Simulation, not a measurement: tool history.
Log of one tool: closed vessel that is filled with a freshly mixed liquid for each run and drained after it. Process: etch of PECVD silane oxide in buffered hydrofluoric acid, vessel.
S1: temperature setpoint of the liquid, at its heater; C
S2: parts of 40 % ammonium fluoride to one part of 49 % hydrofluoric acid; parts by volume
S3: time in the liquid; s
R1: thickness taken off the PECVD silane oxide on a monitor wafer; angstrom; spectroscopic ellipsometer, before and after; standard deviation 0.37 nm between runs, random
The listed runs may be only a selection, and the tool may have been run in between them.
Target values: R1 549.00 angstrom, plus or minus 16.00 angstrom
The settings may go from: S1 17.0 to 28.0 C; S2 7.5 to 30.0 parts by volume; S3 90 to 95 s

run,hour,S1,S2,S3,R1
1,0.0,20.0,22.0,90,685.93
2,3.3,19.5,22.5,90,655.70
3,7.0,23.0,22.5,90,804.77
4,9.6,23.0,22.5,90,799.63
5,11.0,20.5,22.5,90,693.79
6,15.0,20.5,25.5,90,639.92
7,22.7,20.0,25.5,90,621.08
8,26.4,19.5,25.5,90,607.69
9,35.7,19.5,25.5,90,602.50
10,38.7,18.5,25.5,90,570.58

Next run, 5 choices. One meets every target within its allowed miss, the rest don't. Which?
A,41.7,17.0,21.5,90,?
B,41.7,18.0,26.0,90,?
C,41.7,19.0,26.5,95,?
D,41.7,17.0,21.0,90,?
E,41.7,18.0,24.0,90,?

move,R1
A,592.25
B,549.80
C,606.24
D,601.96
E,581.13
A: the biggest miss grows against the last run
B: all results land within tolerance of their targets
C: the biggest miss grows against the last run
D: the biggest miss grows against the last run
E: the biggest miss grows against the last run
Answer: B
